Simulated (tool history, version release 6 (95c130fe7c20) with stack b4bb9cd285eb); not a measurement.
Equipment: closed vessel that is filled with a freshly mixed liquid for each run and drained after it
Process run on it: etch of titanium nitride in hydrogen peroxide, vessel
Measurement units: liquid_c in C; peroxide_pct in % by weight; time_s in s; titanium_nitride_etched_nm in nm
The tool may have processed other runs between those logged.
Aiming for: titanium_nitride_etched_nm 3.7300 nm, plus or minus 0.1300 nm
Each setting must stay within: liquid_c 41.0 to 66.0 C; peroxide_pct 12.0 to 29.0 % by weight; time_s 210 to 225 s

run,hour,liquid_c,peroxide_pct,time_s,titanium_nitride_etched_nm
1,0.0,57.0,19.5,210,9.7566
2,3.7,57.0,19.5,210,9.6351
3,8.1,53.5,19.5,210,7.6410
4,9.8,51.0,19.5,210,6.2958
5,11.8,55.5,19.5,210,8.7832
6,20.2,52.5,19.5,210,7.1171
7,26.6,50.0,19.5,210,5.8367
8,30.3,43.0,19.0,210,3.4965

Consider the 4 candidate settings below. Which is the only one whose results all fall within their allowed miss of target?
A,34.0,43.5,21.5,225,?
B,34.0,44.0,16.0,215,?
C,34.0,42.0,22.5,210,?
D,34.0,43.0,18.5,210,?

move,titanium_nitride_etched_nm
A,4.0386
B,3.7621
C,3.3985
D,3.5149
A: the result that was furthest off in the last run now lies on the other side of its target
B: every result lands within tolerance
C: lands further from the targets than the last run did
D: nearer the targets than the last run, but a result is still out of spec
Correct choice: B, which meets every target
